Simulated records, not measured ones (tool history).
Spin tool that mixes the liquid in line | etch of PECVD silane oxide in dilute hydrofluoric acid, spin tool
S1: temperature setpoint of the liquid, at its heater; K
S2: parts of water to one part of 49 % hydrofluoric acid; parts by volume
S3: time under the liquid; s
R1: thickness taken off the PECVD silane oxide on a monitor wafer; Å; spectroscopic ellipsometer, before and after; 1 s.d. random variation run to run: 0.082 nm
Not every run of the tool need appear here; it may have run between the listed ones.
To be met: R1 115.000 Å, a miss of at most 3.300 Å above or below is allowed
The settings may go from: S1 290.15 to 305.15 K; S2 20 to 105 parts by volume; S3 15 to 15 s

run  hour      S1  S2  S3      R1
  1   0.0  297.15  55  15  75.543
  2   3.5  299.65  55  15  84.164
  3   8.5  301.15  55  15  89.077
  4  15.6  302.15  55  15  92.996
  5  21.5  299.65  55  15  83.261
  6  27.8  299.65  55  15  84.068
  7  28.4  301.15  55  15  88.736
  8  35.0  302.15  55  15  93.038
  9  42.2  303.15  55  15  96.085

Below are 4 possible settings for the next run. Only one of them brings all results inside the allowed miss of their targets. Which is it?
  A  49.4  305.15  70  15   ?
  B  49.4  303.65  70  15   ?
  C  49.4  301.65  60  15   ?
  D  49.4  305.15  50  15   ?

move       R1
   A   79.931
   B   75.469
   C   82.571
   D  115.270
A: misses by more than the last run did
B: misses by more than the last run did
C: misses by more than the last run did
D: all results in spec
D meets every target.
